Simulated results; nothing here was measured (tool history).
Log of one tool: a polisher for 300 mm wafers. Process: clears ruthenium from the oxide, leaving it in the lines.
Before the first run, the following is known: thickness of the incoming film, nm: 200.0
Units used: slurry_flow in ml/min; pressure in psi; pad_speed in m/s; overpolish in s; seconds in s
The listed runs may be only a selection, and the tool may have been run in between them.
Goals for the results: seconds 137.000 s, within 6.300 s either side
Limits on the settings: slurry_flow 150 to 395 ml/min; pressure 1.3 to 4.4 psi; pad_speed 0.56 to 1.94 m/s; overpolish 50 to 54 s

{"run": 1, "hour": 0.0, "slurry_flow": 250, "pressure": 2.8, "pad_speed": 1.24, "overpolish": 50, "seconds": 91.221}
{"run": 2, "hour": 5.2, "slurry_flow": 250, "pressure": 3.1, "pad_speed": 1.24, "overpolish": 50, "seconds": 84.283}
{"run": 3, "hour": 5.9, "slurry_flow": 250, "pressure": 2.8, "pad_speed": 1.22, "overpolish": 50, "seconds": 93.612}
{"run": 4, "hour": 10.8, "slurry_flow": 190, "pressure": 2.8, "pad_speed": 1.22, "overpolish": 50, "seconds": 96.277}
{"run": 5, "hour": 15.9, "slurry_flow": 240, "pressure": 2.8, "pad_speed": 1.22, "overpolish": 50, "seconds": 91.009}
{"run": 6, "hour": 18.4, "slurry_flow": 240, "pressure": 2.5, "pad_speed": 1.2, "overpolish": 50, "seconds": 104.15}
{"run": 7, "hour": 22.5, "slurry_flow": 240, "pressure": 2.3, "pad_speed": 1.2, "overpolish": 50, "seconds": 108.99}
{"run": 8, "hour": 26.8, "slurry_flow": 240, "pressure": 2.3, "pad_speed": 1.2, "overpolish": 50, "seconds": 110.08}

Of the 5 settings listed for the next run, only one would bring every result within its allowed miss of target. Which one?
{"run": "A", "hour": 31.1, "slurry_flow": 205, "pressure": 2.9, "pad_speed": 1.54, "overpolish": 52, "seconds": "?"}
{"run": "B", "hour": 31.1, "slurry_flow": 185, "pressure": 3.4, "pad_speed": 1.24, "overpolish": 54, "seconds": "?"}
{"run": "C", "hour": 31.1, "slurry_flow": 270, "pressure": 2.6, "pad_speed": 1.38, "overpolish": 54, "seconds": "?"}
{"run": "D", "hour": 31.1, "slurry_flow": 205, "pressure": 1.8, "pad_speed": 1.16, "overpolish": 53, "seconds": "?"}
{"run": "E", "hour": 31.1, "slurry_flow": 205, "pressure": 2.4, "pad_speed": 0.84, "overpolish": 50, "seconds": "?"}

move=A seconds=73.519
move=B seconds=81.158
move=C seconds=86.207
move=D seconds=137.510
move=E seconds=152.630
A: its largest miss is bigger than the last run's
B: its largest miss is bigger than the last run's
C: its largest miss is bigger than the last run's
D: meets every target
E: moves the result that the last run missed by most past its target, out the other side
Move D is the one to make.
